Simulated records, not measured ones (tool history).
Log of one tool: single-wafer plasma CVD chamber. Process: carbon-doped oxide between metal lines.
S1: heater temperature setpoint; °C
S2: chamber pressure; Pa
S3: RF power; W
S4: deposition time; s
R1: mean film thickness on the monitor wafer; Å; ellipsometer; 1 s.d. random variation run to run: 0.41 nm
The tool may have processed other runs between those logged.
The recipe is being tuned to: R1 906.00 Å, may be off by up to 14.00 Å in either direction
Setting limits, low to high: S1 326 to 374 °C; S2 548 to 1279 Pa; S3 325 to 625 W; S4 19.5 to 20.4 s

run  hour   S1    S2   S3    S4       R1
  1   0.0  350   913  475  20.4  1080.00
  2   4.5  350  1011  475  20.4  1081.70
  3   8.7  350  1011  410  20.4  1018.90
  4  12.5  350  1011  380  20.4   971.26
  5  17.3  354  1011  380  20.4   960.39
  6  25.7  354  1011  380  20.4   959.44
  7  28.4  356   997  380  20.4   954.27
  8  30.2  356   997  380  20.4   953.36

Of the 4 settings listed for the next run, only one would bring every result within its allowed miss of target. Which one?
  A  32.0  374   844  460  20.1   ?
  B  32.0  363  1027  375  19.8   ?
  C  32.0  355  1035  375  20.0   ?
  D  32.0  361  1020  355  19.5   ?

move      R1
   A  977.38
   B  899.93
   C  929.16
   D  867.12
A: moves away from the targets compared with the last run
B: hits every target within its allowed miss
C: better than the last run, though not everything is in spec
D: the result that was furthest off in the last run now lies on the other side of its target
B meets every target.

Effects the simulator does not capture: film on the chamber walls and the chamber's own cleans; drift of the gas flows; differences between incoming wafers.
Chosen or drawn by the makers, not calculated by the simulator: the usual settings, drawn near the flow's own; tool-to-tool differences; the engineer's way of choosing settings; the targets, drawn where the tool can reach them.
